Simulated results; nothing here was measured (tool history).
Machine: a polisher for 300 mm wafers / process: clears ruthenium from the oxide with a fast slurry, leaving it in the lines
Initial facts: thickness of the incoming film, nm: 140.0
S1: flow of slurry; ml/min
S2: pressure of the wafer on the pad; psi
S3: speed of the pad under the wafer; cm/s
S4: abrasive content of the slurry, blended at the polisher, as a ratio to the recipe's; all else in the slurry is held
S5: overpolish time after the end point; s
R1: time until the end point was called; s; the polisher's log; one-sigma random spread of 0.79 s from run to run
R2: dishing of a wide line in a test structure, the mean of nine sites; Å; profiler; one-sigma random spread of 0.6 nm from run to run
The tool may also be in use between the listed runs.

run	hour	S1	S2	S3	S4	S5	R1	R2
1	0	260	2.7	100	1	14	31.474	418.72
2	8.1	260	2.3	94	1	15	37.879	394.05
3	13	260	2	88	1	15	43.399	358.48
4	14.3	260	1.8	82	1	15	49.579	322.37
5	21.5	260	1.7	78	1	15	53.486	293.4
6	30.1	260	1.7	52	1	15	79.034	210.9

Forecast run 7:
7	32.8	260	1.8	52	1	16	?	?

R1: 75.517 s
R2: 233.34 Å
